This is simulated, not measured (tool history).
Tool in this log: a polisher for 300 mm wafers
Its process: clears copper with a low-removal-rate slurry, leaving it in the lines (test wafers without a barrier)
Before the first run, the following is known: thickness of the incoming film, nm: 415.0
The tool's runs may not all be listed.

run,hour,flow of slurry (ml/min),pressure of the wafer on the pad (kPa),speed of the pad under the wafer (m/s),abrasive content of the slurry,overpolish time after the end point (s),time until the end point was called (s),dishing of a wide line in a test structure (Å)
1,0,120,15.2,1.32,1,16,113.16,343.26
2,6.1,120,15.2,1.32,1,19,112.21,408.42
3,9.4,120,15.2,1.32,1,24,112.56,475.68
4,11.5,120,15.2,1.64,1,24,97.847,527.72
5,16.1,120,12.4,1.64,1,24,118.76,435.74
6,24.7,120,11.7,1.64,1,24,126.6,425
7,32.2,120,11,1.64,1,24,134.18,409.24
8,37.3,120,10.3,1.64,1,24,138.52,379.65

Expected results for the next run?
9,38.6,120,9.7,1.64,1,24,?,?

Run 9 measured time until the end point was called (s) 151.77, dishing of a wide line in a test structure (Å) 372.76.
